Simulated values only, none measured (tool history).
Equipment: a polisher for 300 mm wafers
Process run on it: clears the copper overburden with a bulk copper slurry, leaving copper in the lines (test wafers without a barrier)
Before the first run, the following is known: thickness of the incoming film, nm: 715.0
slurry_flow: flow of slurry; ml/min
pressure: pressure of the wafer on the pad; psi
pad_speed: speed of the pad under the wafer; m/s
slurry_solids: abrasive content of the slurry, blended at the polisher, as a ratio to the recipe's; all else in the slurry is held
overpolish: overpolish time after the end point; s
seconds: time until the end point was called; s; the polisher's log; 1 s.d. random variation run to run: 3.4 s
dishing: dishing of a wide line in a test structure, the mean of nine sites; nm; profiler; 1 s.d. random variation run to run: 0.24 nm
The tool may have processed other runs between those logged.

run,hour,slurry_flow,pressure,pad_speed,slurry_solids,overpolish,seconds,dishing
1,0.0,130,2.8,0.92,1.00,16,108.69,30.188
2,4.0,130,2.5,0.90,1.00,14,119.96,28.699
3,5.1,130,2.3,0.88,1.00,12,127.96,25.275
4,11.9,130,2.3,0.88,1.00,8,130.63,21.346
5,17.2,160,2.3,0.88,1.00,8,128.47,21.550
# hour 19.8: slurry blender recalibrated
6,19.8,170,2.1,0.86,1.10,7,130.33,18.975
7,28.5,175,1.9,0.82,1.15,7,144.70,17.669
8,29.7,180,1.8,0.80,1.20,7,154.48,17.031
9,38.7,200,1.3,0.80,1.45,5,198.03,11.283

The next listed run, before its measurement:
10,43.1,200,1.4,0.80,1.45,5,?,?

Run 10 measured seconds 184.72 s, dishing 11.680 nm.
